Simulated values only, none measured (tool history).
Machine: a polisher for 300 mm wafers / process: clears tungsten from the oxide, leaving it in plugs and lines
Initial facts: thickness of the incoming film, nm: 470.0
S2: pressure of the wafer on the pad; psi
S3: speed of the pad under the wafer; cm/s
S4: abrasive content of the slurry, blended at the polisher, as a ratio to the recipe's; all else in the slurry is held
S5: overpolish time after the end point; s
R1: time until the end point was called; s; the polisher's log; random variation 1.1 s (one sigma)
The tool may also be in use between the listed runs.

Run 1, hour 0: flow of slurry (ml/min) 310, S2 3.5 psi, S3 94 cm/s, S4 1, S5 28 s. Result: R1 139.36 s.
Run 2, hour 3.7: flow of slurry (ml/min) 310, S2 3.5 psi, S3 80 cm/s, S4 1, S5 28 s. Result: R1 167.94 s.
Run 3, hour 5.2: flow of slurry (ml/min) 310, S2 4.1 psi, S3 88 cm/s, S4 1, S5 28 s. Result: R1 134.94 s.
Run 4, hour 12.9: flow of slurry (ml/min) 310, S2 4.1 psi, S3 88 cm/s, S4 1, S5 28 s. Result: R1 134.8 s.
Run 5, hour 20.8: flow of slurry (ml/min) 310, S2 4.1 psi, S3 88 cm/s, S4 1.1, S5 28 s. Result: R1 126.9 s.
Run 6, hour 23.2: flow of slurry (ml/min) 310, S2 4.5 psi, S3 94 cm/s, S4 1.1, S5 28 s. Result: R1 108.82 s.
Run 7, hour 28: flow of slurry (ml/min) 310, S2 4.8 psi, S3 98 cm/s, S4 1.1, S5 28 s. Result: R1 98.658 s.

For run 8, what comes out?
Run 8, hour 35: flow of slurry (ml/min) 310, S2 5 psi, S3 102 cm/s, S4 1.1, S5 28 s. Result: R1 ?.

Run 8 yielded R1 92.137 s.

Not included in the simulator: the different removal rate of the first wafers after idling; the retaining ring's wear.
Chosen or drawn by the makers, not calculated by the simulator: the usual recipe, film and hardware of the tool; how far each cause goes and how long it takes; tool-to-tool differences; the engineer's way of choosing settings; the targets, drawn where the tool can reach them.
